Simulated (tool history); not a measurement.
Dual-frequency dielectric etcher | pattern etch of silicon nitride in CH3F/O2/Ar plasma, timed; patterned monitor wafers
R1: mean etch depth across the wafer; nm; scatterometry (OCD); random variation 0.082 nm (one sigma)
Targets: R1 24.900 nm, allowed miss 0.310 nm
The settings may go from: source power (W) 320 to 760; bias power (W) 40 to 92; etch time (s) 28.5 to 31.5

{"run": 1, "day": 0.0, "source power (W)": 540, "bias power (W)": 66, "etch time (s)": 31.5, "R1": 23.982}
{"run": 2, "day": 0.321, "source power (W)": 540, "bias power (W)": 59, "etch time (s)": 31.5, "R1": 23.072}
{"run": 3, "day": 0.671, "source power (W)": 570, "bias power (W)": 59, "etch time (s)": 31.5, "R1": 23.848}
{"run": 4, "day": 0.942, "source power (W)": 530, "bias power (W)": 59, "etch time (s)": 31.5, "R1": 22.865}
{"run": 5, "day": 1.083, "source power (W)": 530, "bias power (W)": 59, "etch time (s)": 28.5, "R1": 20.76}
{"run": 6, "day": 1.171, "source power (W)": 580, "bias power (W)": 59, "etch time (s)": 28.5, "R1": 21.747}
{"run": 7, "day": 1.342, "source power (W)": 640, "bias power (W)": 60, "etch time (s)": 28.5, "R1": 23.024}
{"run": 8, "day": 1.629, "source power (W)": 670, "bias power (W)": 60, "etch time (s)": 28.5, "R1": 23.372}
{"run": 9, "day": 1.879, "source power (W)": 700, "bias power (W)": 61, "etch time (s)": 28.5, "R1": 24.205}
{"run": 10, "day": 1.904, "source power (W)": 710, "bias power (W)": 61, "etch time (s)": 28.5, "R1": 24.221}
{"run": 11, "day": 2.25, "source power (W)": 710, "bias power (W)": 61, "etch time (s)": 28.5, "R1": 24.51}
{"run": 12, "day": 2.525, "source power (W)": 720, "bias power (W)": 61, "etch time (s)": 28.5, "R1": 24.478}

4 next moves are on the table. One of them brings every result within its allowed miss. Which?
{"run": "A", "day": 2.8, "source power (W)": 620, "bias power (W)": 65, "etch time (s)": 29.5, "R1": "?"}
{"run": "B", "day": 2.8, "source power (W)": 730, "bias power (W)": 45, "etch time (s)": 30.0, "R1": "?"}
{"run": "C", "day": 2.8, "source power (W)": 670, "bias power (W)": 57, "etch time (s)": 29.5, "R1": "?"}
{"run": "D", "day": 2.8, "source power (W)": 740, "bias power (W)": 58, "etch time (s)": 29.0, "R1": "?"}

move=A R1=23.947
move=B R1=23.790
move=C R1=23.945
move=D R1=24.871
A: further off than the last run
B: further off than the last run
C: further off than the last run
D: meets every target
Move D is the one to make.
